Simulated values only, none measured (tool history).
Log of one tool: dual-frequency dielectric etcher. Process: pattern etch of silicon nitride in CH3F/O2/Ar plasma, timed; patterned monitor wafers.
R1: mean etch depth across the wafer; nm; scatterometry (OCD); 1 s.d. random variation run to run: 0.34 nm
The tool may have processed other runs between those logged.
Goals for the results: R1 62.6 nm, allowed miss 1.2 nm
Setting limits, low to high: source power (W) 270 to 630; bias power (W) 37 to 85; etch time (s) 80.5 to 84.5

Run 1, hour 0: source power (W) 450, bias power (W) 61, etch time (s) 80.5. Result: R1 51.943 nm.
Run 2, hour 3.4: source power (W) 450, bias power (W) 61, etch time (s) 80.5. Result: R1 52 nm.
Run 3, hour 11.4: source power (W) 450, bias power (W) 61, etch time (s) 80.5. Result: R1 52.2 nm.
Run 4, hour 17.5: source power (W) 520, bias power (W) 61, etch time (s) 80.5. Result: R1 54.5 nm.
Run 5, hour 20.3: source power (W) 520, bias power (W) 61, etch time (s) 80.5. Result: R1 53.782 nm.
Run 6, hour 22.5: source power (W) 530, bias power (W) 64, etch time (s) 81. Result: R1 55.937 nm.
Run 7, hour 26: source power (W) 540, bias power (W) 66, etch time (s) 81. Result: R1 56.845 nm.
Run 8, hour 29.2: source power (W) 550, bias power (W) 67, etch time (s) 81. Result: R1 57.348 nm.

4 candidate next runs follow, results not yet known. Just one meets every target within its allowed miss. Identify it.
Run A, hour 32.4: source power (W) 630, bias power (W) 68, etch time (s) 84.5. Result: R1 ?.
Run B, hour 32.4: source power (W) 520, bias power (W) 63, etch time (s) 80.5. Result: R1 ?.
Run C, hour 32.4: source power (W) 490, bias power (W) 70, etch time (s) 80.5. Result: R1 ?.
Run D, hour 32.4: source power (W) 590, bias power (W) 67, etch time (s) 84. Result: R1 ?.

move      R1
   A  62.212
   B  54.611
   C  55.823
   D  60.364
A: all results in spec
B: the biggest miss grows against the last run
C: the biggest miss grows against the last run
D: closes in on the targets versus the last run, not all within tolerance yet
Move A is the one to make.

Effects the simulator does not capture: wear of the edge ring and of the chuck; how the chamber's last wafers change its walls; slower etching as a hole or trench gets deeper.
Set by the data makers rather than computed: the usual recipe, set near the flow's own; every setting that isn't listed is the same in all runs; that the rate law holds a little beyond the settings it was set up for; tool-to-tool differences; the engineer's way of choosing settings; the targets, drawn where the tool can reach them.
